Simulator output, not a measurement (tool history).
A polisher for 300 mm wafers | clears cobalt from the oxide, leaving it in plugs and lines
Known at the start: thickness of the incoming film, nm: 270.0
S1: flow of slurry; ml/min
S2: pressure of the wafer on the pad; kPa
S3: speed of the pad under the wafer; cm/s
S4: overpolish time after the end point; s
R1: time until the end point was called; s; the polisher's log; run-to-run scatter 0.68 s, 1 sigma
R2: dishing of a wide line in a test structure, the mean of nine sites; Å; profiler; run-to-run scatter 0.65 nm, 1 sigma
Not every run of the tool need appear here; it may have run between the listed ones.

{"run": 1, "hour": 0.0, "S1": 140, "S2": 8.3, "S3": 114, "S4": 12, "R1": 86.424, "R2": 277.43}
{"run": 2, "hour": 2.0, "S1": 145, "S2": 9.7, "S3": 120, "S4": 10, "R1": 72.131, "R2": 296.2}
{"run": 3, "hour": 7.1, "S1": 130, "S2": 9.7, "S3": 120, "S4": 10, "R1": 71.48, "R2": 292.82}
{"run": 4, "hour": 9.1, "S1": 130, "S2": 9.7, "S3": 120, "S4": 6, "R1": 72.838, "R2": 187.86}
{"run": 5, "hour": 13.3, "S1": 130, "S2": 9.7, "S3": 92, "S4": 6, "R1": 93.438, "R2": 155.27}
{"run": 6, "hour": 19.3, "S1": 130, "S2": 9.7, "S3": 92, "S4": 4, "R1": 93.95, "R2": 108}
{"run": 7, "hour": 21.0, "S1": 130, "S2": 10.3, "S3": 106, "S4": 4, "R1": 76.907, "R2": 130.8}
{"run": 8, "hour": 27.8, "S1": 140, "S2": 12.4, "S3": 138, "S4": 9, "R1": 48.518, "R2": 364.05}

Predict the results of run 9:
{"run": 9, "hour": 35.7, "S1": 140, "S2": 12.4, "S3": 142, "S4": 8, "R1": "?", "R2": "?"}

R1: 47.892 s
R2: 325.17 Å
